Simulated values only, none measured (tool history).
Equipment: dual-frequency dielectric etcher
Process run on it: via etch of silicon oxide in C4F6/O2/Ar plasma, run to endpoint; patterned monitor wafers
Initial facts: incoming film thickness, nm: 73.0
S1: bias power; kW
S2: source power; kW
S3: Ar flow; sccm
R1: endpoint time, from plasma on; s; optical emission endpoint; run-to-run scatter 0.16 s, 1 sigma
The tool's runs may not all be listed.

run    day     S1     S2   S3      R1
  1  0.000  0.483  0.360  351  18.246
  2  0.117  0.406  0.360  351  19.470
  3  0.271  0.406  0.360  374  19.528
  4  0.462  0.360  0.360  374  20.383
  5  0.671  0.360  0.360  326  20.210
  6  0.925  0.360  0.310  326  21.687

Run 7 is up next; what results do you expect?
  7  1.071  0.299  0.280  332   ?

Run 7 yielded R1 24.560 s.
